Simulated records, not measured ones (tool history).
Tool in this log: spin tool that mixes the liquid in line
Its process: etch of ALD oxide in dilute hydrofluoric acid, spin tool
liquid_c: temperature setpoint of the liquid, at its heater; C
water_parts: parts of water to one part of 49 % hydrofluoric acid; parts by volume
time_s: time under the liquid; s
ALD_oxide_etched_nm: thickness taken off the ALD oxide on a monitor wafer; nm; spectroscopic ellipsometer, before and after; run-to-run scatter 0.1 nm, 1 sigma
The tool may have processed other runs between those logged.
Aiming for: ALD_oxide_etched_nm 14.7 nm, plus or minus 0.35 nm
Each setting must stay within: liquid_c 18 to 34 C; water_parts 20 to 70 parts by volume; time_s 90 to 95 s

{"run": 1, "hour": 0.0, "liquid_c": 26, "water_parts": 40, "time_s": 90, "ALD_oxide_etched_nm": 24.127}
{"run": 2, "hour": 8.6, "liquid_c": 26, "water_parts": 30, "time_s": 90, "ALD_oxide_etched_nm": 32.829}
{"run": 3, "hour": 12.1, "liquid_c": 29, "water_parts": 30, "time_s": 90, "ALD_oxide_etched_nm": 37.197}
{"run": 4, "hour": 15.3, "liquid_c": 26.5, "water_parts": 35, "time_s": 90, "ALD_oxide_etched_nm": 28.434}
{"run": 5, "hour": 16.3, "liquid_c": 24.5, "water_parts": 35, "time_s": 90, "ALD_oxide_etched_nm": 26.35}
{"run": 6, "hour": 17.8, "liquid_c": 23, "water_parts": 35, "time_s": 90, "ALD_oxide_etched_nm": 24.636}
{"run": 7, "hour": 26.7, "liquid_c": 22, "water_parts": 35, "time_s": 90, "ALD_oxide_etched_nm": 23.578}
{"run": 8, "hour": 28.4, "liquid_c": 21, "water_parts": 35, "time_s": 90, "ALD_oxide_etched_nm": 22.61}
{"run": 9, "hour": 34.4, "liquid_c": 18, "water_parts": 50, "time_s": 90, "ALD_oxide_etched_nm": 13.504}
{"run": 10, "hour": 38.3, "liquid_c": 18.5, "water_parts": 50, "time_s": 90, "ALD_oxide_etched_nm": 13.994}

Consider the 4 candidate settings below. Which is the only one whose results all fall within their allowed miss of target?
{"run": "A", "hour": 42.2, "liquid_c": 18.5, "water_parts": 45, "time_s": 90, "ALD_oxide_etched_nm": "?"}
{"run": "B", "hour": 42.2, "liquid_c": 18, "water_parts": 50, "time_s": 90, "ALD_oxide_etched_nm": "?"}
{"run": "C", "hour": 42.2, "liquid_c": 18, "water_parts": 45, "time_s": 90, "ALD_oxide_etched_nm": "?"}
{"run": "D", "hour": 42.2, "liquid_c": 18.5, "water_parts": 50, "time_s": 95, "ALD_oxide_etched_nm": "?"}

move=A ALD_oxide_etched_nm=15.522
move=B ALD_oxide_etched_nm=13.594
move=C ALD_oxide_etched_nm=15.191
move=D ALD_oxide_etched_nm=14.661
A: pushes the last run's worst result past its target
B: further off than the last run
C: pushes the last run's worst result past its target
D: every result lands within tolerance
So the answer is move D, the one that meets all the targets.
